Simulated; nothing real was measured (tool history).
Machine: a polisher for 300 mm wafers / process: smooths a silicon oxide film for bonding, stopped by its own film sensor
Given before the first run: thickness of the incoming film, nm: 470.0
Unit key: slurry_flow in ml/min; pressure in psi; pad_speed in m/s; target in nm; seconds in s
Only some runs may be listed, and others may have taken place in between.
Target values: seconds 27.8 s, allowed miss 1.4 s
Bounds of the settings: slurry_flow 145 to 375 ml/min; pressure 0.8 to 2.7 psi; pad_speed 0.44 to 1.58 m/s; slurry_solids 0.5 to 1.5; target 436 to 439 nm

run 1 hour=0 | slurry_flow=240 pressure=1.7 pad_speed=1 slurry_solids=1 target=436 | seconds=48.657
run 2 hour=5.8 | slurry_flow=240 pressure=1.8 pad_speed=1 slurry_solids=1 target=436 | seconds=46.891
run 3 hour=13.8 | slurry_flow=240 pressure=1.8 pad_speed=1 slurry_solids=1.15 target=436 | seconds=43.528
run 4 hour=20.5 | slurry_flow=240 pressure=1.9 pad_speed=1 slurry_solids=1.15 target=436 | seconds=41.496
run 5 hour=25.2 | slurry_flow=240 pressure=1.9 pad_speed=1 slurry_solids=1 target=436 | seconds=44.93
run 6 hour=31.9 | slurry_flow=240 pressure=2.3 pad_speed=1 slurry_solids=1 target=436 | seconds=38.535
run 7 hour=34.9 | slurry_flow=240 pressure=2.4 pad_speed=1.02 slurry_solids=1 target=436 | seconds=37.233
run 8 hour=43.7 | slurry_flow=240 pressure=2.4 pad_speed=1.06 slurry_solids=1 target=436 | seconds=35.43
run 9 hour=49.1 | slurry_flow=240 pressure=2.4 pad_speed=1.08 slurry_solids=1 target=436 | seconds=35.222
run 10 hour=52.3 | slurry_flow=240 pressure=2.4 pad_speed=1.1 slurry_solids=1 target=436 | seconds=34.798
run 11 hour=55.3 | slurry_flow=240 pressure=2.7 pad_speed=1.18 slurry_solids=1 target=436 | seconds=30.696
run 12 hour=62.5 | slurry_flow=240 pressure=2.7 pad_speed=1.2 slurry_solids=1 target=436 | seconds=29.445

Pick the move, out of 4, that brings all results within their allowed miss; only one does.
run A hour=69.7 | slurry_flow=240 pressure=2.6 pad_speed=1.14 slurry_solids=0.95 target=438 | seconds=?
run B hour=69.7 | slurry_flow=185 pressure=2.5 pad_speed=1.1 slurry_solids=1.15 target=437 | seconds=?
run C hour=69.7 | slurry_flow=360 pressure=2.7 pad_speed=1.34 slurry_solids=0.85 target=437 | seconds=?
run D hour=69.7 | slurry_flow=280 pressure=2.7 pad_speed=1.12 slurry_solids=1 target=436 | seconds=?

move=A seconds=30.387
move=B seconds=31.598
move=C seconds=27.171
move=D seconds=30.496
A: moves away from the targets compared with the last run
B: moves away from the targets compared with the last run
C: all results land within tolerance of their targets
D: moves away from the targets compared with the last run
So the answer is move C, the one that meets all the targets.
